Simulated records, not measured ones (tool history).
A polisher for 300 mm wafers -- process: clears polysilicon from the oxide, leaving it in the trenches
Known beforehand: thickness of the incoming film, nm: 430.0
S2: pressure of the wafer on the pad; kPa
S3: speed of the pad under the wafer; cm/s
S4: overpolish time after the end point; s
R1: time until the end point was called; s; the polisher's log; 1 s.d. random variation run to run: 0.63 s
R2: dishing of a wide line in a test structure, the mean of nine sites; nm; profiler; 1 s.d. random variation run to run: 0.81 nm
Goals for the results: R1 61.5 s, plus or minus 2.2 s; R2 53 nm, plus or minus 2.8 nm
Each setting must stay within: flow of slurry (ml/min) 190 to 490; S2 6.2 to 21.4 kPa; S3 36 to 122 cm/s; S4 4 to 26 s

run 1 hour=0 | flow_of_slurry_(ml/min)=315 S2=13.8 S3=78 S4=13 | R1=46.546 R2=47.307
run 2 hour=1 | flow_of_slurry_(ml/min)=240 S2=13.8 S3=78 S4=13 | R1=48.957 R2=47.552
run 3 hour=6.4 | flow_of_slurry_(ml/min)=240 S2=13.8 S3=62 S4=13 | R1=59.454 R2=43.896
run 4 hour=12.1 | flow_of_slurry_(ml/min)=240 S2=12.4 S3=62 S4=13 | R1=68.025 R2=42.647
run 5 hour=19.7 | flow_of_slurry_(ml/min)=240 S2=9.7 S3=62 S4=13 | R1=82.524 R2=36.27
run 6 hour=26.2 | flow_of_slurry_(ml/min)=245 S2=10.3 S3=62 S4=14 | R1=79.288 R2=39.292
run 7 hour=34.9 | flow_of_slurry_(ml/min)=250 S2=11 S3=62 S4=15 | R1=74.538 R2=43.378
run 8 hour=41.9 | flow_of_slurry_(ml/min)=260 S2=11.7 S3=62 S4=15 | R1=70.137 R2=43.533
run 9 hour=43.5 | flow_of_slurry_(ml/min)=270 S2=11.7 S3=62 S4=16 | R1=68.165 R2=45.734
run 10 hour=50.5 | flow_of_slurry_(ml/min)=320 S2=12.4 S3=62 S4=20 | R1=65.133 R2=52.078
run 11 hour=58.5 | flow_of_slurry_(ml/min)=325 S2=12.4 S3=62 S4=20 | R1=64.635 R2=50.243

Which single option among these 5 for the next run brings every result within its allowed miss of target? Just one does.
run A hour=66.5 | flow_of_slurry_(ml/min)=230 S2=14.5 S3=58 S4=26 | R1=? R2=?
run B hour=66.5 | flow_of_slurry_(ml/min)=320 S2=13.8 S3=64 S4=20 | R1=? R2=?
run C hour=66.5 | flow_of_slurry_(ml/min)=325 S2=15.2 S3=58 S4=20 | R1=? R2=?
run D hour=66.5 | flow_of_slurry_(ml/min)=325 S2=13.8 S3=64 S4=21 | R1=? R2=?
run E hour=66.5 | flow_of_slurry_(ml/min)=260 S2=11 S3=84 S4=24 | R1=? R2=?

move=A R1=60.334 R2=54.285
move=B R1=55.493 R2=52.375
move=C R1=55.533 R2=52.366
move=D R1=55.416 R2=52.968
move=E R1=54.049 R2=54.551
A: every result within its allowed miss
B: takes the biggest miss from the last run beyond its target
C: takes the biggest miss from the last run beyond its target
D: takes the biggest miss from the last run beyond its target
E: takes the biggest miss from the last run beyond its target
Go with A: it meets all targets.
